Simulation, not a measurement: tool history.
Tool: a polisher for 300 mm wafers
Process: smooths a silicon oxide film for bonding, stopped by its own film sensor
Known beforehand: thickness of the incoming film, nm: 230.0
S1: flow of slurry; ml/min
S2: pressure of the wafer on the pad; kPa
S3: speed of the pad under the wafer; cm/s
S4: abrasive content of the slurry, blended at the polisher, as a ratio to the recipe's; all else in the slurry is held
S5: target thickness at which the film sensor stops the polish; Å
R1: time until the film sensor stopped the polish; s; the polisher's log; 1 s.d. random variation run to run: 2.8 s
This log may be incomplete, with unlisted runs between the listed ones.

Run 1, hour 0: S1 300 ml/min, S2 15.2 kPa, S3 98 cm/s, S4 1, S5 1850 Å. Result: R1 71.116 s.
Run 2, hour 7: S1 230 ml/min, S2 15.2 kPa, S3 98 cm/s, S4 1, S5 1850 Å. Result: R1 73.686 s.
Run 3, hour 8.4: S1 230 ml/min, S2 15.2 kPa, S3 98 cm/s, S4 1.1, S5 1850 Å. Result: R1 68.75 s.
Run 4, hour 16.2: S1 230 ml/min, S2 13.8 kPa, S3 92 cm/s, S4 1.1, S5 1850 Å. Result: R1 76.528 s.
Run 5, hour 16.9: S1 230 ml/min, S2 13.8 kPa, S3 92 cm/s, S4 1.1, S5 1830 Å. Result: R1 80.545 s.
Run 6, hour 25.1: S1 230 ml/min, S2 13.8 kPa, S3 92 cm/s, S4 1.3, S5 1830 Å. Result: R1 77.207 s.
Run 7, hour 27.2: S1 230 ml/min, S2 12.4 kPa, S3 84 cm/s, S4 1.25, S5 1830 Å. Result: R1 85.867 s.
Run 8, hour 33.1: S1 225 ml/min, S2 11.7 kPa, S3 78 cm/s, S4 1.2, S5 1830 Å. Result: R1 96.685 s.
Run 9, hour 35.4: S1 225 ml/min, S2 11 kPa, S3 72 cm/s, S4 1.2, S5 1830 Å. Result: R1 106.83 s.
Run 10, hour 41.6: S1 225 ml/min, S2 10.3 kPa, S3 68 cm/s, S4 1.2, S5 1830 Å. Result: R1 116.49 s.
Run 11, hour 49.7: S1 225 ml/min, S2 9.7 kPa, S3 66 cm/s, S4 1.2, S5 1830 Å. Result: R1 123.22 s.
Run 12, hour 53: S1 225 ml/min, S2 9 kPa, S3 64 cm/s, S4 1.2, S5 1830 Å. Result: R1 130.06 s.
Run 13, hour 59.4: S1 225 ml/min, S2 9 kPa, S3 62 cm/s, S4 1.2, S5 1830 Å. Result: R1 135.08 s.

Run 14 has not been measured yet. What should we expect?
Run 14, hour 65.7: S1 225 ml/min, S2 9 kPa, S3 60 cm/s, S4 1.2, S5 1830 Å. Result: R1 ?.

{"run 14": {"R1": 134.37}}

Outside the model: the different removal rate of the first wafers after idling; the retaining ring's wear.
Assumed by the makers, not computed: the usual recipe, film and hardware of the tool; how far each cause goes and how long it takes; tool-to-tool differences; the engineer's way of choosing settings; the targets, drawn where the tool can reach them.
